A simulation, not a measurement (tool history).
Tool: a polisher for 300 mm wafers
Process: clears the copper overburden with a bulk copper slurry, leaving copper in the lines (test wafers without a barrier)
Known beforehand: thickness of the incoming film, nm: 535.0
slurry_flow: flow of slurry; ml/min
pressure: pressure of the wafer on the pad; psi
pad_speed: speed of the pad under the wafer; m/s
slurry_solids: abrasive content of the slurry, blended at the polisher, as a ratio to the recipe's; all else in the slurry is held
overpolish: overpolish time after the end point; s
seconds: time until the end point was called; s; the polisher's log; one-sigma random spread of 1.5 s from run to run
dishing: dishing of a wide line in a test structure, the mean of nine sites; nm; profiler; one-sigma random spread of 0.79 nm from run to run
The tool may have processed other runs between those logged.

{"run": 1, "hour": 0.0, "slurry_flow": 260, "pressure": 2.1, "pad_speed": 1.06, "slurry_solids": 1, "overpolish": 25, "seconds": 80.58, "dishing": 67.106}
{"run": 2, "hour": 4.4, "slurry_flow": 260, "pressure": 2.1, "pad_speed": 1.26, "slurry_solids": 1, "overpolish": 25, "seconds": 69.787, "dishing": 69.045}
{"run": 3, "hour": 5.4, "slurry_flow": 300, "pressure": 2.1, "pad_speed": 1.26, "slurry_solids": 1, "overpolish": 25, "seconds": 69.148, "dishing": 73.817}
{"run": 4, "hour": 8.9, "slurry_flow": 365, "pressure": 2.1, "pad_speed": 1.26, "slurry_solids": 1, "overpolish": 25, "seconds": 67.097, "dishing": 72.631}
{"run": 5, "hour": 14.0, "slurry_flow": 365, "pressure": 2.1, "pad_speed": 1.26, "slurry_solids": 1, "overpolish": 18, "seconds": 68.35, "dishing": 61.51}
{"run": 6, "hour": 21.9, "slurry_flow": 365, "pressure": 2, "pad_speed": 1.28, "slurry_solids": 1, "overpolish": 16, "seconds": 68.757, "dishing": 57.207}

Expected results for the next run?
{"run": 7, "hour": 28.8, "slurry_flow": 365, "pressure": 1.9, "pad_speed": 1.28, "slurry_solids": 1, "overpolish": 15, "seconds": "?", "dishing": "?"}

{"run 7": {"seconds": 72.358, "dishing": 53.641}}

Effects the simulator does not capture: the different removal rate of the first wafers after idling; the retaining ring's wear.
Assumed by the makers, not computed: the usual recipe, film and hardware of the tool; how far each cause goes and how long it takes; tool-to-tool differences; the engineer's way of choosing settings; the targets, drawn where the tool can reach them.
